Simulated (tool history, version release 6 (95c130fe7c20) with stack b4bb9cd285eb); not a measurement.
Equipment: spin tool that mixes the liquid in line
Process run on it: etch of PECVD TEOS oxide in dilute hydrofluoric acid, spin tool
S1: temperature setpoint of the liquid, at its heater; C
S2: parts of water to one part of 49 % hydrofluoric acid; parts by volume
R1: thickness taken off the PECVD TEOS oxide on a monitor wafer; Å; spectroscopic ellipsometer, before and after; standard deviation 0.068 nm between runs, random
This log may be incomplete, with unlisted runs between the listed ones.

run 1 hour=0 | S1=25 S2=255 time_under_the_liquid_(s)=90 | R1=37.344
run 2 hour=7.2 | S1=25 S2=195 time_under_the_liquid_(s)=90 | R1=52.693
run 3 hour=8.5 | S1=27 S2=185 time_under_the_liquid_(s)=90 | R1=60.127
run 4 hour=13.6 | S1=24.5 S2=185 time_under_the_liquid_(s)=90 | R1=55.046
run 5 hour=15.8 | S1=27.5 S2=185 time_under_the_liquid_(s)=90 | R1=60.777
run 6 hour=19.5 | S1=27.5 S2=105 time_under_the_liquid_(s)=90 | R1=120.15

What does the tool deliver on the next run?
run 7 hour=26.4 | S1=25.5 S2=105 time_under_the_liquid_(s)=90 | R1=?

Run 7 came out at R1 110.47 Å.
